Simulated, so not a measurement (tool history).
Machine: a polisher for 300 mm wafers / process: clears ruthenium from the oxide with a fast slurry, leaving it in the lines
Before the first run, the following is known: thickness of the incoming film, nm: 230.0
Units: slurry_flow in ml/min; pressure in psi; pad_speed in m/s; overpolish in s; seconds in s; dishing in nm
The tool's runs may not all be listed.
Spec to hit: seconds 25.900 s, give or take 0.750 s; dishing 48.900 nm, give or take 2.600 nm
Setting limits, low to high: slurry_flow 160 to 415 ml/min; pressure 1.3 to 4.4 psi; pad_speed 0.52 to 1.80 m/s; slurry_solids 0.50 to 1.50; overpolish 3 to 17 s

Run 1, hour 0.0: slurry_flow 265 ml/min, pressure 2.8 psi, pad_speed 1.16 m/s, slurry_solids 1.00, overpolish 9 s. Result: seconds 44.464 s, dishing 37.163 nm.
Run 2, hour 8.1: slurry_flow 265 ml/min, pressure 2.8 psi, pad_speed 1.16 m/s, slurry_solids 0.80, overpolish 9 s. Result: seconds 50.258 s, dishing 32.994 nm.
Run 3, hour 9.8: slurry_flow 265 ml/min, pressure 2.8 psi, pad_speed 1.38 m/s, slurry_solids 0.80, overpolish 9 s. Result: seconds 42.490 s, dishing 38.973 nm.
Run 4, hour 12.7: slurry_flow 270 ml/min, pressure 3.1 psi, pad_speed 1.38 m/s, slurry_solids 0.80, overpolish 8 s. Result: seconds 38.598 s, dishing 38.083 nm.
Run 5, hour 18.8: slurry_flow 270 ml/min, pressure 3.4 psi, pad_speed 1.38 m/s, slurry_solids 0.80, overpolish 8 s. Result: seconds 35.285 s, dishing 41.301 nm.
Run 6, hour 20.0: slurry_flow 275 ml/min, pressure 3.6 psi, pad_speed 1.38 m/s, slurry_solids 0.80, overpolish 8 s. Result: seconds 33.319 s, dishing 43.435 nm.
Run 7, hour 24.8: slurry_flow 275 ml/min, pressure 3.8 psi, pad_speed 1.38 m/s, slurry_solids 0.80, overpolish 8 s. Result: seconds 31.649 s, dishing 46.270 nm.
Run 8, hour 29.5: slurry_flow 275 ml/min, pressure 3.9 psi, pad_speed 1.38 m/s, slurry_solids 0.80, overpolish 8 s. Result: seconds 30.865 s, dishing 47.588 nm.
Run 9, hour 35.6: slurry_flow 275 ml/min, pressure 4.0 psi, pad_speed 1.38 m/s, slurry_solids 0.80, overpolish 8 s. Result: seconds 30.651 s, dishing 48.539 nm.
Run 10, hour 38.5: slurry_flow 280 ml/min, pressure 4.1 psi, pad_speed 1.40 m/s, slurry_solids 0.80, overpolish 8 s. Result: seconds 29.140 s, dishing 50.137 nm.
Run 11, hour 45.0: slurry_flow 280 ml/min, pressure 4.2 psi, pad_speed 1.42 m/s, slurry_solids 0.80, overpolish 8 s. Result: seconds 27.683 s, dishing 50.945 nm.
Run 12, hour 52.6: slurry_flow 285 ml/min, pressure 4.3 psi, pad_speed 1.42 m/s, slurry_solids 0.80, overpolish 7 s. Result: seconds 26.925 s, dishing 45.859 nm.

4 candidate next runs follow, results not yet known. Just one meets every target within its allowed miss. Identify it.
Run A, hour 60.2: slurry_flow 305 ml/min, pressure 4.1 psi, pad_speed 1.36 m/s, slurry_solids 1.00, overpolish 6 s. Result: seconds ?, dishing ?.
Run B, hour 60.2: slurry_flow 260 ml/min, pressure 4.4 psi, pad_speed 1.36 m/s, slurry_solids 0.90, overpolish 7 s. Result: seconds ?, dishing ?.
Run C, hour 60.2: slurry_flow 340 ml/min, pressure 4.2 psi, pad_speed 1.80 m/s, slurry_solids 0.70, overpolish 6 s. Result: seconds ?, dishing ?.
Run D, hour 60.2: slurry_flow 310 ml/min, pressure 4.0 psi, pad_speed 1.52 m/s, slurry_solids 0.85, overpolish 6 s. Result: seconds ?, dishing ?.

move  seconds  dishing
   A   26.146   42.657
   B   26.386   48.553
   C   24.497   45.223
   D   26.518   42.117
A: meets the target for the result that was furthest off, but another lies outside its allowed miss
B: meets every target
C: the result that was furthest off in the last run now lies on the other side of its target
D: meets the target for the result that was furthest off, but another lies outside its allowed miss
B is the move that brings every result within its allowed miss.

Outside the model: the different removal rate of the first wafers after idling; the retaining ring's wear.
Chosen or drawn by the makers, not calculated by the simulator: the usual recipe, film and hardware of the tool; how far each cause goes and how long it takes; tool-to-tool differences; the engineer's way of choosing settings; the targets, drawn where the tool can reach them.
